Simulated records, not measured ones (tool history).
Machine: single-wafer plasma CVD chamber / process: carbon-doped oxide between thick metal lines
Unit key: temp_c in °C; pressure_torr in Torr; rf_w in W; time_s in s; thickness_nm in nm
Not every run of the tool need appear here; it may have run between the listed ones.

run	hour	temp_c	pressure_torr	rf_w	time_s	thickness_nm
1	0.0	355	6.39	505	200	964.15
2	8.8	355	6.39	570	200	1050.80
3	17.1	357	6.22	530	200	995.79
4	17.7	357	5.43	530	200	969.79
5	26.3	357	5.43	530	206	992.77
6	35.1	357	6.57	530	206	1022.50
7	39.3	358	6.40	500	205	974.09
8	43.6	359	6.20	475	204	931.04
9	51.6	360	6.00	455	203	888.58
10	53.0	361	5.79	445	203	861.07
11	57.3	362	5.57	440	203	839.31
12	63.8	364	5.43	440	203	833.92
13	68.2	365	5.29	435	203	816.53
14	73.5	366	5.21	435	203	813.13
15	81.1	367	5.12	435	203	806.96
16	87.9	368	5.04	435	203	804.71
17	96.1	369	4.95	435	203	800.04

What will run 18 give?
18	96.7	370	4.87	435	203	?

For run 18 the tool returned thickness_nm 790.57 nm.
